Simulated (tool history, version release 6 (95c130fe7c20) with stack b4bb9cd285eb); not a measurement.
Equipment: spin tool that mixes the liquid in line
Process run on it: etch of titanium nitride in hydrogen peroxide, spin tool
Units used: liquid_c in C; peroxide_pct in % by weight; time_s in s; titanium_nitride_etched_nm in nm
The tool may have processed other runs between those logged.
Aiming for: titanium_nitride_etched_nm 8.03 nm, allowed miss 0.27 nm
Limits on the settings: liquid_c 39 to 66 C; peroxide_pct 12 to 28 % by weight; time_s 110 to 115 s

run,day,liquid_c,peroxide_pct,time_s,titanium_nitride_etched_nm
1,0,55,19,110,9.3785
2,0.246,57.5,19,110,11.078
3,0.321,57.5,19,110,11.075
4,0.362,57.5,20.5,110,11.374
5,0.646,57,20.5,110,10.725
6,0.679,57,20.5,110,11.152
7,0.871,56.5,20.5,110,10.352
8,0.946,56,20.5,110,10.215
9,1.188,55.5,20.5,110,9.9447
10,1.238,52,20.5,110,7.6912

4 next moves are on the table. One of them brings every result within its allowed miss. Which?
A,1.288,53,18.5,110,?
B,1.288,50.5,22,115,?
C,1.288,51,21,115,?
D,1.288,51.5,20.5,110,?

move,titanium_nitride_etched_nm
A,7.9992
B,7.2595
C,7.4502
D,7.3481
A: each result inside its tolerance
B: its largest miss is bigger than the last run's
C: its largest miss is bigger than the last run's
D: its largest miss is bigger than the last run's
The right move is A.
